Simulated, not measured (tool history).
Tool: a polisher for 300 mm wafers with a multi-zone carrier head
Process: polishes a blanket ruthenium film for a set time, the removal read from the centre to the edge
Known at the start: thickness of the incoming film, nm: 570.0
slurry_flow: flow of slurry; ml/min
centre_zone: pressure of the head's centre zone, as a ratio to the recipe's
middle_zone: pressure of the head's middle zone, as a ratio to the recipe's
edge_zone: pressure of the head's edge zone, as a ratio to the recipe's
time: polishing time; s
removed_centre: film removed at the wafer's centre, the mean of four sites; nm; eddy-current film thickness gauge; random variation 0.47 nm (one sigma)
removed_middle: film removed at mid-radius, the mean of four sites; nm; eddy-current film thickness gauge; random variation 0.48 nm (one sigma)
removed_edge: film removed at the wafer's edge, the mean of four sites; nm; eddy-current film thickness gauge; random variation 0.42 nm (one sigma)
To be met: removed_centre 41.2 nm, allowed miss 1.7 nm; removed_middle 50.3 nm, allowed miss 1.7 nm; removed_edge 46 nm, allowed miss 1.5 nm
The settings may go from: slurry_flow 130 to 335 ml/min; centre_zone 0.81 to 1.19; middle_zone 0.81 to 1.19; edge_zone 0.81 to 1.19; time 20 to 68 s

run  hour  slurry_flow  centre_zone  middle_zone  edge_zone  time  removed_centre  removed_middle  removed_edge
  1     0          215            1            1          1    44          70.317          69.599        69.878
  2   1.5          210         0.96         1.01       0.97    40          59.907          62.807        62.576
  3   4.4          205         0.94         1.03       0.94    37          54.003          58.078        56.225
  4  12.3          205         0.94         1.12       0.94    37          53.255          62.536        56.212
  5  17.8          205            1         1.12       0.94    37          57.213          61.514        56.547
  6  24.8          195         0.96          1.1       0.92    36          54.137          60.373        53.404
  7  26.2          195         0.93         1.08       0.92    35          49.654          56.934        53.152
  8  31.8          190         0.92         1.08        0.9    34          47.647          55.616        50.649
  9  35.8          185          0.9         1.06       0.88    34          47.165          54.214        49.892
 10  37.2          180         0.88         1.05       0.87    34          45.071           54.19        49.221

5 next moves are on the table. One of them brings every result within its allowed miss. Which?
  A  38.6          170         0.99            1       0.91    32               ?               ?             ?
  B  38.6          170         1.03         1.16       0.81    34               ?               ?             ?
  C  38.6          200         0.99         1.11       0.89    31               ?               ?             ?
  D  38.6          225         0.95         0.98       1.02    35               ?               ?             ?
  E  38.6          195         0.86         1.05       0.88    31               ?               ?             ?

move  removed_centre  removed_middle  removed_edge
   A          47.386          48.667        47.431
   B          52.443          57.094        47.752
   C          47.444          52.002        46.401
   D          52.372          55.037        56.683
   E          40.962          49.934        46.051
A: brings the result that was furthest off to its target, and leaves another outside
B: further off than the last run
C: further off than the last run
D: further off than the last run
E: meets every target
The right move is E.
